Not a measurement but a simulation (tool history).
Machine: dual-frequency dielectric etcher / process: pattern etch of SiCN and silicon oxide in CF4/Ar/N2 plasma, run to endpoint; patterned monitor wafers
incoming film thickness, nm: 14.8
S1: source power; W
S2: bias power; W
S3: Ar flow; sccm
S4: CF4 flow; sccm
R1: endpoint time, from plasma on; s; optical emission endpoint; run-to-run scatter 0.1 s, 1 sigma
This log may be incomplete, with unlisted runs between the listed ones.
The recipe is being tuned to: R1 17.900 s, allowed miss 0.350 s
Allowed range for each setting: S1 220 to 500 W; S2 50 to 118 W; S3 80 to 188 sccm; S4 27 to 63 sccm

| run | hour | S1 | S2 | S3 | S4 | R1 |
|---|---|---|---|---|---|---|
| 1 | 0.0 | 360 | 84 | 134 | 45 | 22.318 |
| 2 | 8.1 | 390 | 84 | 134 | 45 | 20.551 |
| 3 | 15.0 | 400 | 84 | 134 | 45 | 20.011 |
| 4 | 21.0 | 410 | 84 | 134 | 45 | 19.284 |
| 5 | 26.7 | 410 | 84 | 134 | 40 | 19.741 |
| 6 | 32.9 | 420 | 84 | 134 | 40 | 19.307 |
| 7 | 38.3 | 430 | 84 | 134 | 40 | 18.813 |
| 8 | 40.5 | 440 | 84 | 134 | 40 | 18.270 |

Which single option among these 5 for the next run brings every result within its allowed miss of target? Just one does.
| A | 42.7 | 400 | 105 | 156 | 37 | ? |
| B | 42.7 | 430 | 81 | 120 | 40 | ? |
| C | 42.7 | 430 | 96 | 147 | 40 | ? |
| D | 42.7 | 480 | 65 | 133 | 35 | ? |
| E | 42.7 | 470 | 71 | 151 | 41 | ? |

| move | R1 |
|---|---|
| A | 18.775 |
| B | 18.686 |
| C | 17.826 |
| D | 19.029 |
| E | 18.565 |
A: misses by more than the last run did
B: misses by more than the last run did
C: every result within its allowed miss
D: misses by more than the last run did
E: misses by more than the last run did
The right move is C.

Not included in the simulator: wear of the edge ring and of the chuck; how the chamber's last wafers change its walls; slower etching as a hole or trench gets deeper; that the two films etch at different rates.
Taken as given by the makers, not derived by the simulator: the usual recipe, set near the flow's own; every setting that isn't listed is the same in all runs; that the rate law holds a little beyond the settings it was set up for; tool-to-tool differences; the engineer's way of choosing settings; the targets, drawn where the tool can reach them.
